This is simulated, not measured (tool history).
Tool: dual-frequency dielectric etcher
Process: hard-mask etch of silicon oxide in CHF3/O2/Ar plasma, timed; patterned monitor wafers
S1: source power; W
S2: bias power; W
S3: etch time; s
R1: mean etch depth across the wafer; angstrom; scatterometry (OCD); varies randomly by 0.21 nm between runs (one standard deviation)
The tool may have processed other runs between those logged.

Run 1, hour 0.0: S1 630 W, S2 189 W, S3 15 s. Result: R1 310.11 angstrom.
Run 2, hour 6.5: S1 630 W, S2 189 W, S3 15 s. Result: R1 310.16 angstrom.
Run 3, hour 8.0: S1 630 W, S2 207 W, S3 15 s. Result: R1 320.98 angstrom.
Run 4, hour 15.6: S1 630 W, S2 207 W, S3 14 s. Result: R1 304.79 angstrom.
Run 5, hour 20.0: S1 630 W, S2 221 W, S3 14 s. Result: R1 307.63 angstrom.
Run 6, hour 21.3: S1 630 W, S2 240 W, S3 14 s. Result: R1 318.36 angstrom.
Run 7, hour 27.8: S1 630 W, S2 240 W, S3 14 s. Result: R1 315.19 angstrom.

The next listed run, before its measurement:
Run 8, hour 30.1: S1 650 W, S2 242 W, S3 14 s. Result: R1 ?.

Run 8 produced R1 325.73 angstrom.

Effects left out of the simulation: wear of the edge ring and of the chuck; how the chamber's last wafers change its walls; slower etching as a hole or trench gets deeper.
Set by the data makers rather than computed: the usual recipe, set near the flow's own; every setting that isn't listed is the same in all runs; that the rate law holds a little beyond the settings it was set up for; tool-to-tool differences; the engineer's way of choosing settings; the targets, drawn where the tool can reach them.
